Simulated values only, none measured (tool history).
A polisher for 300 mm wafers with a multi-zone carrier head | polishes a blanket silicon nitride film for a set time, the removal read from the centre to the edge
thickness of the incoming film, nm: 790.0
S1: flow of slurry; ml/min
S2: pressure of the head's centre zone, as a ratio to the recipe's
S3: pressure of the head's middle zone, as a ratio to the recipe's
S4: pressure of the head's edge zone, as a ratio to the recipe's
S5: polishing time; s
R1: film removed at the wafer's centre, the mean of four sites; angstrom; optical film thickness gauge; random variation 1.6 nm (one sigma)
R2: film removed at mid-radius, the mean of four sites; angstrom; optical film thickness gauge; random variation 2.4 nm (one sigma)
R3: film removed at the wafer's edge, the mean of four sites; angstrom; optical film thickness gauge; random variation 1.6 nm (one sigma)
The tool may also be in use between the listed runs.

run,hour,S1,S2,S3,S4,S5,R1,R2,R3
1,0,230,1,1,1,68,1590.3,1579.1,1530
2,4.3,230,1,1,1.06,68,1585.5,1576.8,1552
3,6.3,190,1,1,1.06,68,1547.4,1539.3,1524
4,11.2,200,1,1.01,1.08,71,1628.6,1615.6,1643.1
5,19.9,210,1.01,1.03,1.09,73,1690.3,1692.8,1684.6
6,20.5,215,1.01,1.04,1.1,75,1742.4,1799.8,1764.4
7,22.3,220,1.01,1.04,1.11,77,1796.9,1819.8,1817.3
8,26.7,225,1.01,1.05,1.12,79,1836.8,1903.2,1841.4
9,33.4,225,1.01,1.05,1.12,79,1841.8,1904,1886.8

Run 10 comes next. What will it give?
10,42.3,285,1.03,1.09,1.19,87,?,?,?

R1: 2130.9 angstrom
R2: 2217.1 angstrom
R3: 2134.9 angstrom

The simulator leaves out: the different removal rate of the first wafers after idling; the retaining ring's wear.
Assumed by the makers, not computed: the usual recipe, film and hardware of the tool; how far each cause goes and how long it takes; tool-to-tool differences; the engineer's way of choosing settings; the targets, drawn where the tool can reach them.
